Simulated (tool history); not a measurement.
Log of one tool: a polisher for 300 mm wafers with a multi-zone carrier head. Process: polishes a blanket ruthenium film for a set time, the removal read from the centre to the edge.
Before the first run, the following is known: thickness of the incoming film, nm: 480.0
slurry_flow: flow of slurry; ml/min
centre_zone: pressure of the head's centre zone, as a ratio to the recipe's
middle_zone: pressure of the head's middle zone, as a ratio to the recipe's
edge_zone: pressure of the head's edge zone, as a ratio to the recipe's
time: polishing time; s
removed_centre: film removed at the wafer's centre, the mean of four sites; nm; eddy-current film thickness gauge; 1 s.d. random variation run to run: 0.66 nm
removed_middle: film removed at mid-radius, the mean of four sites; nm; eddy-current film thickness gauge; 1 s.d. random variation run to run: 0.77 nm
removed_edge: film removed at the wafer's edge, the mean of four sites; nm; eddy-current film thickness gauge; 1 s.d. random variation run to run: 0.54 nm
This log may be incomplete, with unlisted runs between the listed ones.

run  hour  slurry_flow  centre_zone  middle_zone  edge_zone  time  removed_centre  removed_middle  removed_edge
  1   0.0          190         1.00         1.00       1.00    87          47.206          51.301        50.832
  2   1.5          160         1.00         1.00       1.00    87          45.780          48.406        50.165
  3   3.9          160         1.00         0.96       1.00    87          44.923          47.981        50.638
  4   7.0          180         1.05         0.95       1.06    89          50.918          50.139        55.142
  5   9.8          200         1.07         0.95       1.09    89          52.361          50.837        55.757
  6  13.5          200         1.07         0.95       1.14    89          52.358          52.062        57.335
  7  21.0          210         1.09         0.95       1.16    90          54.786          52.578        57.532
  8  26.4          215         1.10         0.95       1.17    92          55.738          52.524        59.421

The next listed run, before its measurement:
  9  32.5          220         1.11         0.96       1.17    93               ?               ?             ?

Run 9 measured removed_centre 58.071 nm, removed_middle 53.887 nm, removed_edge 61.600 nm.
